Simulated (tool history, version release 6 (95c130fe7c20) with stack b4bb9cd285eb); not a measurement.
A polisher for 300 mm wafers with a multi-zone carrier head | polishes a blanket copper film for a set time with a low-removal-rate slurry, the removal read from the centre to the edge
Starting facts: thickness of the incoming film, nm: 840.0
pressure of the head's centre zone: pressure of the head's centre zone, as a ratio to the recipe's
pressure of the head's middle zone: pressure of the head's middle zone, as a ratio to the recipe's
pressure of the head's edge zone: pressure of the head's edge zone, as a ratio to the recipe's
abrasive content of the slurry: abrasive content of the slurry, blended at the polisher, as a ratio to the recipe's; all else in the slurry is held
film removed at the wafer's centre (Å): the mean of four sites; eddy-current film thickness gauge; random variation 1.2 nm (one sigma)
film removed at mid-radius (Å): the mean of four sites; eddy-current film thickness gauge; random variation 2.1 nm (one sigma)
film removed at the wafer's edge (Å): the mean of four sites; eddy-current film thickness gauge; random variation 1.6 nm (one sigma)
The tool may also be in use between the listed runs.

| run | hour | flow of slurry (ml/min) | pressure of the head's centre zone | pressure of the head's middle zone | pressure of the head's edge zone | abrasive content of the slurry | polishing time (s) | film removed at the wafer's centre (Å) | film removed at mid-radius (Å) | film removed at the wafer's edge (Å) |
|---|---|---|---|---|---|---|---|---|---|---|
| 1 | 0 | 320 | 1 | 1 | 1 | 1 | 76 | 1031.4 | 1021.6 | 1029 |
| 2 | 8.8 | 320 | 1 | 1.01 | 1.02 | 1.05 | 78 | 1073.6 | 1058.8 | 1102.8 |
| 3 | 10.7 | 325 | 1.01 | 1.03 | 1.03 | 1.1 | 79 | 1130.8 | 1114.6 | 1127.2 |
| 4 | 16.3 | 325 | 1.01 | 1.04 | 1.04 | 1.15 | 80 | 1129.9 | 1153.4 | 1134.8 |
| 5 | 19.2 | 295 | 1.01 | 1.04 | 1.04 | 1.15 | 80 | 1145.8 | 1112.5 | 1125.7 |
| 6 | 27.1 | 240 | 1.01 | 1.04 | 1.04 | 1.15 | 80 | 1106.2 | 1146.7 | 1113.7 |

What will run 7 give?
| 7 | 28.7 | 245 | 1.01 | 1.04 | 1.05 | 1.2 | 82 | ? | ? | ? |

film removed at the wafer's centre (Å): 1146.2
film removed at mid-radius (Å): 1173.8
film removed at the wafer's edge (Å): 1132.3
